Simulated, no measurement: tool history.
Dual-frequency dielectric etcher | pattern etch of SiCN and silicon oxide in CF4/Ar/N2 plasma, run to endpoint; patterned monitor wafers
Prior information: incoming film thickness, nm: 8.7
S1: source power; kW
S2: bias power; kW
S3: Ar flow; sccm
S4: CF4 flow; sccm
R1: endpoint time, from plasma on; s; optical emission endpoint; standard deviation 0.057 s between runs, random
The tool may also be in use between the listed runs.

Run 1, hour 0: S1 0.33 kW, S2 0.08 kW, S3 85 sccm, S4 62 sccm. Result: R1 12.774 s.
Run 2, hour 2: S1 0.35 kW, S2 0.081 kW, S3 85 sccm, S4 62 sccm. Result: R1 12.081 s.
Run 3, hour 6.8: S1 0.35 kW, S2 0.086 kW, S3 85 sccm, S4 62 sccm. Result: R1 11.921 s.
Run 4, hour 12.7: S1 0.37 kW, S2 0.087 kW, S3 85 sccm, S4 62 sccm. Result: R1 11.355 s.
Run 5, hour 16.5: S1 0.37 kW, S2 0.08 kW, S3 85 sccm, S4 62 sccm. Result: R1 11.657 s.
Run 6, hour 24.4: S1 0.38 kW, S2 0.081 kW, S3 85 sccm, S4 62 sccm. Result: R1 11.324 s.
Run 7, hour 25.6: S1 0.39 kW, S2 0.081 kW, S3 85 sccm, S4 62 sccm. Result: R1 11.164 s.

The next listed run, before its measurement:
Run 8, hour 31: S1 0.4 kW, S2 0.081 kW, S3 85 sccm, S4 62 sccm. Result: R1 ?.

R1: 11.04 s
